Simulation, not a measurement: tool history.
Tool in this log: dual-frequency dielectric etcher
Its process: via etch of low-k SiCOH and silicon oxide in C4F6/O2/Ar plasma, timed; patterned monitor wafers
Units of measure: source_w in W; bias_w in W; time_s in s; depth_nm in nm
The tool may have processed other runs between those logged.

Run 1, hour 0.0: source_w 460 W, bias_w 191 W, time_s 27 s. Result: depth_nm 67.876 nm.
Run 2, hour 2.4: source_w 430 W, bias_w 187 W, time_s 27 s. Result: depth_nm 66.399 nm.
Run 3, hour 4.7: source_w 510 W, bias_w 187 W, time_s 27 s. Result: depth_nm 69.296 nm.
Run 4, hour 7.8: source_w 480 W, bias_w 177 W, time_s 27 s. Result: depth_nm 67.316 nm.
Run 5, hour 11.8: source_w 460 W, bias_w 169 W, time_s 27 s. Result: depth_nm 65.493 nm.
Run 6, hour 15.4: source_w 500 W, bias_w 169 W, time_s 27 s. Result: depth_nm 67.029 nm.
Run 7, hour 23.1: source_w 470 W, bias_w 162 W, time_s 27 s. Result: depth_nm 65.040 nm.

Expected results for the next run?
Run 8, hour 30.8: source_w 450 W, bias_w 157 W, time_s 27 s. Result: depth_nm ?.

{"run 8": {"depth_nm": 63.669}}

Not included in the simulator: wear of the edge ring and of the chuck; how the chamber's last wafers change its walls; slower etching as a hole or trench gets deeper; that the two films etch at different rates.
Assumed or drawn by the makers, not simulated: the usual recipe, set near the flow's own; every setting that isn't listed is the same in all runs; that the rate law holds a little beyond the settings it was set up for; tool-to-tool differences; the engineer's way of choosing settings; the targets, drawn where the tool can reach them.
